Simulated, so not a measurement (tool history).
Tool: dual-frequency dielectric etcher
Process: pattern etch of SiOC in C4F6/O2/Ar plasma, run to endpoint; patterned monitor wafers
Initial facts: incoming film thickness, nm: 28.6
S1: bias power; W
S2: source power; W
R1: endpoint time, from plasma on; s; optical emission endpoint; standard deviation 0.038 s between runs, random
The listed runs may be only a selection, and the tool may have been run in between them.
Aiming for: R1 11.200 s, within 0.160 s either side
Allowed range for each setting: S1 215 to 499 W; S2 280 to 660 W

run  hour   S1   S2      R1
  1   0.0  357  470  10.100
  2   8.9  357  430  10.598
  3  12.6  346  430  10.739
  4  18.5  339  430  10.859
  5  22.1  334  430  10.908
  6  26.2  334  510  10.075
  7  26.7  317  510  10.269
  8  32.0  302  510  10.554
  9  36.8  293  510  10.797
 10  44.8  288  510  10.901
 11  49.5  285  510  10.922
 12  54.5  282  510  10.957
 13  57.8  279  510  11.050

Below are 5 possible settings for the next run. Only one of them brings all results inside the allowed miss of their targets. Which is it?
  A  61.1  292  510   ?
  B  61.1  251  590   ?
  C  61.1  260  540   ?
  D  61.1  364  400   ?
  E  61.1  279  540   ?

move      R1
   A  10.740
   B  10.832
   C  11.101
   D  10.856
   E  10.693
A: its largest miss is bigger than the last run's
B: its largest miss is bigger than the last run's
C: in spec on every target
D: its largest miss is bigger than the last run's
E: its largest miss is bigger than the last run's
The move that meets every target is C.

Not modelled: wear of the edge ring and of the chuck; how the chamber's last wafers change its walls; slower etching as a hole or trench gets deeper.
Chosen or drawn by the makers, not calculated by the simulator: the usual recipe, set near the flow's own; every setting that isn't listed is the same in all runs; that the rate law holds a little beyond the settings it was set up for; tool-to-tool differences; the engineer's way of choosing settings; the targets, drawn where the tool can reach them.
